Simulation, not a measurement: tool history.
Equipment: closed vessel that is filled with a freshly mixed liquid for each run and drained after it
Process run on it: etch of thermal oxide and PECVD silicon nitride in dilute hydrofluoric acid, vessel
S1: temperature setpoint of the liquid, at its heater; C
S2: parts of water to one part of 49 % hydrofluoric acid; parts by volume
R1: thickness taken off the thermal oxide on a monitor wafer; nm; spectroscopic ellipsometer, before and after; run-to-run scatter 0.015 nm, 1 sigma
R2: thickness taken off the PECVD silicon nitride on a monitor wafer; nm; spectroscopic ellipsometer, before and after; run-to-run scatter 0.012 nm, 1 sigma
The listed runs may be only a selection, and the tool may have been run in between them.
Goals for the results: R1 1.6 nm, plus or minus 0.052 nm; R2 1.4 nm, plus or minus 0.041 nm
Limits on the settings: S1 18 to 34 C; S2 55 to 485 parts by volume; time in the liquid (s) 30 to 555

Run 1, hour 0: S1 26 C, S2 270 parts by volume, time in the liquid (s) 285. Result: R1 4.1703 nm, R2 3.2463 nm.
Run 2, hour 3.2: S1 26 C, S2 360 parts by volume, time in the liquid (s) 285. Result: R1 2.9233 nm, R2 2.4672 nm.
Run 3, hour 10.9: S1 26 C, S2 360 parts by volume, time in the liquid (s) 370. Result: R1 3.7411 nm, R2 3.2201 nm.
Run 4, hour 12.9: S1 25 C, S2 395 parts by volume, time in the liquid (s) 355. Result: R1 3.0555 nm, R2 2.6323 nm.
Run 5, hour 18.9: S1 28.5 C, S2 395 parts by volume, time in the liquid (s) 355. Result: R1 3.4532 nm, R2 3.1672 nm.
Run 6, hour 27: S1 28.5 C, S2 395 parts by volume, time in the liquid (s) 295. Result: R1 2.7834 nm, R2 2.66 nm.
Run 7, hour 35: S1 26.5 C, S2 420 parts by volume, time in the liquid (s) 300. Result: R1 2.4744 nm, R2 2.2575 nm.
Run 8, hour 39.4: S1 25.5 C, S2 435 parts by volume, time in the liquid (s) 295. Result: R1 2.262 nm, R2 2.0531 nm.

Below are 5 possible settings for the next run. Only one of them brings all results inside the allowed miss of their targets. Which is it?
Run A, hour 43.8: S1 18.5 C, S2 350 parts by volume, time in the liquid (s) 195. Result: R1 ?, R2 ?.
Run B, hour 43.8: S1 32 C, S2 290 parts by volume, time in the liquid (s) 250. Result: R1 ?, R2 ?.
Run C, hour 43.8: S1 27 C, S2 390 parts by volume, time in the liquid (s) 290. Result: R1 ?, R2 ?.
Run D, hour 43.8: S1 23 C, S2 485 parts by volume, time in the liquid (s) 260. Result: R1 ?, R2 ?.
Run E, hour 43.8: S1 29 C, S2 435 parts by volume, time in the liquid (s) 335. Result: R1 ?, R2 ?.

move      R1      R2
   A   1.569   1.083
   B  4.0664   3.762
   C  2.6966  2.4213
   D  1.5736  1.3854
   E  2.8457  2.8018
A: pushes the last run's worst result past its target
B: moves away from the targets compared with the last run
C: moves away from the targets compared with the last run
D: meets every target
E: moves away from the targets compared with the last run
So the answer is move D, the one that meets all the targets.
